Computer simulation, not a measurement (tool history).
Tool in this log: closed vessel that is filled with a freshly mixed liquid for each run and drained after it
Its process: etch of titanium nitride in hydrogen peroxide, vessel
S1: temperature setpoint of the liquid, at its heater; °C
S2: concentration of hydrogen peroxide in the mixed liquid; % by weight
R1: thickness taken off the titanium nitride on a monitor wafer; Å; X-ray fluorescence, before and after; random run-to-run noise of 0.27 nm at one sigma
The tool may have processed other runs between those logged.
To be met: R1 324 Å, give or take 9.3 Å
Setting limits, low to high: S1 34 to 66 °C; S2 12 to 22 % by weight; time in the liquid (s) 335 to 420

{"run": 1, "hour": 0.0, "S1": 50, "S2": 15, "time in the liquid (s)": 420, "R1": 151.44}
{"run": 2, "hour": 5.6, "S1": 51.5, "S2": 15, "time in the liquid (s)": 420, "R1": 167.77}
{"run": 3, "hour": 9.8, "S1": 52.5, "S2": 15, "time in the liquid (s)": 420, "R1": 178.94}
{"run": 4, "hour": 12.9, "S1": 47.5, "S2": 15, "time in the liquid (s)": 420, "R1": 124.82}
{"run": 5, "hour": 14.1, "S1": 47.5, "S2": 16.5, "time in the liquid (s)": 420, "R1": 126.8}
{"run": 6, "hour": 17.8, "S1": 49, "S2": 16.5, "time in the liquid (s)": 420, "R1": 140.56}
{"run": 7, "hour": 19.1, "S1": 50.5, "S2": 16.5, "time in the liquid (s)": 420, "R1": 154.89}
{"run": 8, "hour": 24.3, "S1": 52, "S2": 16.5, "time in the liquid (s)": 420, "R1": 176.04}
{"run": 9, "hour": 26.2, "S1": 52, "S2": 16.5, "time in the liquid (s)": 420, "R1": 178.3}
{"run": 10, "hour": 28.4, "S1": 60, "S2": 16.5, "time in the liquid (s)": 420, "R1": 308.31}

Below are 5 possible settings for the next run. Only one of them brings all results inside the allowed miss of their targets. Which is it?
{"run": "A", "hour": 30.6, "S1": 61.5, "S2": 16.5, "time in the liquid (s)": 395, "R1": "?"}
{"run": "B", "hour": 30.6, "S1": 61, "S2": 19, "time in the liquid (s)": 420, "R1": "?"}
{"run": "C", "hour": 30.6, "S1": 62.5, "S2": 14.5, "time in the liquid (s)": 410, "R1": "?"}
{"run": "D", "hour": 30.6, "S1": 64.5, "S2": 16.5, "time in the liquid (s)": 360, "R1": "?"}
{"run": "E", "hour": 30.6, "S1": 61.5, "S2": 18.5, "time in the liquid (s)": 415, "R1": "?"}

move=A R1=321.77
move=B R1=340.86
move=C R1=347.59
move=D R1=358.29
move=E R1=346.38
A: all results land within tolerance of their targets
B: takes the biggest miss from the last run beyond its target
C: takes the biggest miss from the last run beyond its target
D: takes the biggest miss from the last run beyond its target
E: takes the biggest miss from the last run beyond its target
Answer: A

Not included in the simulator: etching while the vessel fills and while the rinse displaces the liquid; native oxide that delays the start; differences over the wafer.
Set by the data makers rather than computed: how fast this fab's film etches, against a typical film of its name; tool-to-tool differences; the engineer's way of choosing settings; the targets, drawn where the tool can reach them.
